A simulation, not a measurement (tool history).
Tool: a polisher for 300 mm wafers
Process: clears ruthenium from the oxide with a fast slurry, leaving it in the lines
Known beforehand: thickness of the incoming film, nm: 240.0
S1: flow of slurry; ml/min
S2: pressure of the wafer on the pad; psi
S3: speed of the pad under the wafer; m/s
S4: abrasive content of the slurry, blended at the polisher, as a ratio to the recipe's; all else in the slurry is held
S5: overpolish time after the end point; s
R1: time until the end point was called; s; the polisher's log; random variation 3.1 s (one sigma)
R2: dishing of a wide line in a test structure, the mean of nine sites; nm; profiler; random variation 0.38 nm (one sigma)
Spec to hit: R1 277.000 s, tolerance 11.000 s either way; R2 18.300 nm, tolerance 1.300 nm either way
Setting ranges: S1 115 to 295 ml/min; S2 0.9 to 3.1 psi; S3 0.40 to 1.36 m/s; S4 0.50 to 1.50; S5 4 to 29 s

{"run": 1, "day": 0.0, "S1": 190, "S2": 2.0, "S3": 0.88, "S4": 1.0, "S5": 15, "R1": 119.19, "R2": 27.399}
{"run": 2, "day": 0.258, "S1": 190, "S2": 2.0, "S3": 1.08, "S4": 1.0, "S5": 15, "R1": 101.52, "R2": 30.272}
{"run": 3, "day": 0.629, "S1": 190, "S2": 1.8, "S3": 0.98, "S4": 1.0, "S5": 16, "R1": 122.11, "R2": 26.903}
{"run": 4, "day": 0.754, "S1": 190, "S2": 1.8, "S3": 1.16, "S4": 1.0, "S5": 16, "R1": 105.71, "R2": 30.063}
{"run": 5, "day": 1.092, "S1": 190, "S2": 1.8, "S3": 0.98, "S4": 1.0, "S5": 16, "R1": 122.53, "R2": 27.507}
{"run": 6, "day": 1.121, "S1": 190, "S2": 2.2, "S3": 0.98, "S4": 1.0, "S5": 16, "R1": 99.177, "R2": 32.609}
{"run": 7, "day": 1.208, "S1": 190, "S2": 1.9, "S3": 0.9, "S4": 1.0, "S5": 17, "R1": 120.92, "R2": 29.627}
{"run": 8, "day": 1.562, "S1": 190, "S2": 1.7, "S3": 0.82, "S4": 1.0, "S5": 18, "R1": 144.38, "R2": 26.123}
{"run": 9, "day": 1.867, "S1": 190, "S2": 1.7, "S3": 0.82, "S4": 1.0, "S5": 18, "R1": 147.51, "R2": 26.287}
{"run": 10, "day": 1.992, "S1": 190, "S2": 1.5, "S3": 0.78, "S4": 1.0, "S5": 19, "R1": 174.68, "R2": 23.936}
{"run": 11, "day": 2.262, "S1": 180, "S2": 0.9, "S3": 0.66, "S4": 1.0, "S5": 22, "R1": 308.08, "R2": 15.705}
{"run": 12, "day": 2.529, "S1": 190, "S2": 0.9, "S3": 0.66, "S4": 1.0, "S5": 22, "R1": 307.0, "R2": 16.315}
{"run": 13, "day": 2.554, "S1": 195, "S2": 0.9, "S3": 0.66, "S4": 1.0, "S5": 22, "R1": 311.59, "R2": 15.657}

Which single option among these 5 for the next run brings every result within its allowed miss of target? Just one does.
{"run": "A", "day": 2.579, "S1": 160, "S2": 1.0, "S3": 0.56, "S4": 1.15, "S5": 18, "R1": "?", "R2": "?"}
{"run": "B", "day": 2.579, "S1": 215, "S2": 1.3, "S3": 0.48, "S4": 0.9, "S5": 23, "R1": "?", "R2": "?"}
{"run": "C", "day": 2.579, "S1": 175, "S2": 1.0, "S3": 0.78, "S4": 0.95, "S5": 15, "R1": "?", "R2": "?"}
{"run": "D", "day": 2.579, "S1": 235, "S2": 0.9, "S3": 0.86, "S4": 1.05, "S5": 14, "R1": "?", "R2": "?"}
{"run": "E", "day": 2.579, "S1": 190, "S2": 1.1, "S3": 0.62, "S4": 1.1, "S5": 17, "R1": "?", "R2": "?"}

move=A R1=297.590 R2=13.353
move=B R1=274.900 R2=18.032
move=C R1=254.860 R2=13.015
move=D R1=244.400 R2=12.688
move=E R1=254.610 R2=14.644
A: misses by more than the last run did
B: in spec on every target
C: takes the biggest miss from the last run beyond its target
D: takes the biggest miss from the last run beyond its target
E: takes the biggest miss from the last run beyond its target
Move B is the one to make.
